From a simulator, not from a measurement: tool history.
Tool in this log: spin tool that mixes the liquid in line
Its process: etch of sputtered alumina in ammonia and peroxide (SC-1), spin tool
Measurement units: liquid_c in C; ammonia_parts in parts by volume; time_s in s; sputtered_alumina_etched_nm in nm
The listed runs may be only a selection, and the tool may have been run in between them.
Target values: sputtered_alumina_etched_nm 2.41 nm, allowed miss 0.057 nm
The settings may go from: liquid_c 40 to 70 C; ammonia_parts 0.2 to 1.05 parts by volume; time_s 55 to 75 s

run 1 day=0 | liquid_c=56 ammonia_parts=0.55 time_s=75 | sputtered_alumina_etched_nm=3.1102
run 2 day=0.125 | liquid_c=55 ammonia_parts=0.55 time_s=75 | sputtered_alumina_etched_nm=2.9263
run 3 day=0.425 | liquid_c=54.5 ammonia_parts=0.55 time_s=75 | sputtered_alumina_etched_nm=2.8749
run 4 day=0.788 | liquid_c=54 ammonia_parts=0.55 time_s=75 | sputtered_alumina_etched_nm=2.821
run 5 day=0.992 | liquid_c=54 ammonia_parts=0.35 time_s=75 | sputtered_alumina_etched_nm=2.686
run 6 day=1.146 | liquid_c=54 ammonia_parts=0.35 time_s=75 | sputtered_alumina_etched_nm=2.6749
run 7 day=1.525 | liquid_c=53.5 ammonia_parts=0.35 time_s=75 | sputtered_alumina_etched_nm=2.5908
run 8 day=1.733 | liquid_c=53 ammonia_parts=0.35 time_s=75 | sputtered_alumina_etched_nm=2.5533
run 9 day=1.979 | liquid_c=52.5 ammonia_parts=0.35 time_s=75 | sputtered_alumina_etched_nm=2.4964

Of the 4 settings listed for the next run, only one would bring every result within its allowed miss of target. Which one?
run A day=2.225 | liquid_c=52.5 ammonia_parts=0.55 time_s=75 | sputtered_alumina_etched_nm=?
run B day=2.225 | liquid_c=53 ammonia_parts=0.35 time_s=75 | sputtered_alumina_etched_nm=?
run C day=2.225 | liquid_c=50.5 ammonia_parts=0.45 time_s=75 | sputtered_alumina_etched_nm=?
run D day=2.225 | liquid_c=55 ammonia_parts=0.3 time_s=65 | sputtered_alumina_etched_nm=?

move=A sputtered_alumina_etched_nm=2.5748
move=B sputtered_alumina_etched_nm=2.5339
move=C sputtered_alumina_etched_nm=2.268
move=D sputtered_alumina_etched_nm=2.4064
A: lands further from the targets than the last run did
B: lands further from the targets than the last run did
C: carries the result that was furthest off beyond its target, to the other side
D: all results land within tolerance of their targets
Go with D: it meets all targets.

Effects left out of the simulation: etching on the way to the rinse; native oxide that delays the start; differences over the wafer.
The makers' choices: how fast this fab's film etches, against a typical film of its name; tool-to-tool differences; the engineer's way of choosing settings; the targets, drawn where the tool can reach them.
